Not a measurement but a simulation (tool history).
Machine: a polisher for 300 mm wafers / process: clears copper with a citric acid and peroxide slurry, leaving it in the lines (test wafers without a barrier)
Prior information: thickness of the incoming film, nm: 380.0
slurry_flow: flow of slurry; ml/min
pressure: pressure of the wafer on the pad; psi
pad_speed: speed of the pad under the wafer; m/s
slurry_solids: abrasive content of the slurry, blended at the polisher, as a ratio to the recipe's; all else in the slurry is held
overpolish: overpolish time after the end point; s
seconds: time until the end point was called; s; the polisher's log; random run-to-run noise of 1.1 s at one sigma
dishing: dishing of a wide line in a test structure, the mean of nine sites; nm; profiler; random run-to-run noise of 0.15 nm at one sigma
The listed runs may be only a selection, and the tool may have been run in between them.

run	hour	slurry_flow	pressure	pad_speed	slurry_solids	overpolish	seconds	dishing
1	0	195	3.1	1.2	1	10	161.35	14.103
2	5.2	195	3.6	1.2	1	10	137.12	16.285
3	8	170	3.6	1.2	1	10	143.58	15.865
4	10.7	130	3.6	1.2	1	10	154.06	15.106
5	18	130	3.6	1.2	1	7	150.3	10.978
6	20.3	165	3.6	1.22	1	6	143.98	10.061
7	23.5	220	4.4	1.38	0.9	3	105.07	7.0261

Expected results for the next run?
8	25.1	220	4.5	1.38	0.9	3	?	?

seconds: 103.21 s
dishing: 7.0631 nm
